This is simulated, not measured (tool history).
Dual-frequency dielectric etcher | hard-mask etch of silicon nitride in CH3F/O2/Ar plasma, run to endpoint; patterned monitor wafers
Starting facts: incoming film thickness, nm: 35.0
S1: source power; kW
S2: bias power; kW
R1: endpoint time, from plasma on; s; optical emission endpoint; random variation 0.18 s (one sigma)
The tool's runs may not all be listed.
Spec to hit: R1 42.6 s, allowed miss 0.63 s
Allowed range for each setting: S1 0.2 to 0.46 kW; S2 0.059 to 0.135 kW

run,hour,S1,S2,R1
1,0,0.33,0.097,47.144
2,6.3,0.35,0.098,45.941
3,15.1,0.31,0.098,49.433
4,19.9,0.33,0.098,47.443
5,25.9,0.33,0.086,49.528
6,34.1,0.33,0.073,52.059
7,38.2,0.36,0.074,49.505
8,46.5,0.38,0.075,47.686
9,54.5,0.4,0.075,46.983
10,56.9,0.46,0.09,41.551

4 next moves are on the table. One of them brings every result within its allowed miss. Which?
A,59.3,0.45,0.096,?
B,59.3,0.46,0.074,?
C,59.3,0.44,0.089,?
D,59.3,0.46,0.095,?

move,R1
A,41.412
B,44.173
C,42.795
D,41.125
A: misses by more than the last run did
B: the result that was furthest off in the last run now lies on the other side of its target
C: every result within its allowed miss
D: misses by more than the last run did
C is the move that brings every result within its allowed miss.
